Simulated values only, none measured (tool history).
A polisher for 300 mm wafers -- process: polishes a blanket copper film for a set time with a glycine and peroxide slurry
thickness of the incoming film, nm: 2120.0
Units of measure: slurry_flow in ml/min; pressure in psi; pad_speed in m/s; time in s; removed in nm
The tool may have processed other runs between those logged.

run,hour,slurry_flow,pressure,pad_speed,time,removed
1,0,225,1.9,0.94,93,423.4
2,8.7,285,1.9,0.94,93,441.33
3,12.4,285,1.9,0.94,93,430.93
4,16.4,320,1.9,0.94,93,440.24
5,23.9,320,1.9,0.94,98,462.43
6,27.1,320,1.7,0.9,98,421.51
7,35.9,320,1.5,0.86,98,371
8,43.2,320,1.4,0.84,98,342.92

What will run 9 give?
9,46.3,320,1.3,0.84,98,?

Run 9 gave removed 336.88 nm.
